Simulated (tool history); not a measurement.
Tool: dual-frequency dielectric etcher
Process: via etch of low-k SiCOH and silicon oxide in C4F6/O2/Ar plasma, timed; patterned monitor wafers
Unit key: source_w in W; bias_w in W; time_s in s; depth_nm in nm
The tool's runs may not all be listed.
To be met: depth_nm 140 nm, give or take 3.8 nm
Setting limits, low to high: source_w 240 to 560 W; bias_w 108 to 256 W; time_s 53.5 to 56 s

run,day,source_w,bias_w,time_s,depth_nm
1,0,400,182,53.5,159.06
2,0.112,380,179,53.5,155.05
3,0.138,350,179,53.5,150.03
4,0.275,400,179,53.5,157
5,0.5,380,176,53.5,153.33
6,0.688,380,199,53.5,158.49
7,1.05,360,196,53.5,154.75
8,1.204,350,194,53.5,154.14
9,1.542,340,191,53.5,151.02
10,1.871,330,189,53.5,149.76
11,1.929,320,187,53.5,145.77
12,2.225,320,186,53.5,146.25
13,2.404,310,185,53.5,144.58

Below are 5 possible settings for the next run. Only one of them brings all results inside the allowed miss of their targets. Which is it?
A,2.583,330,174,56,?
B,2.583,250,207,55,?
C,2.583,310,188,56,?
D,2.583,330,186,54,?
E,2.583,330,174,54.5,?

move,depth_nm
A,151.95
B,141.38
C,151.9
D,149.64
E,147.88
A: further off than the last run
B: meets every target
C: further off than the last run
D: further off than the last run
E: further off than the last run
So the answer is move B, the one that meets all the targets.
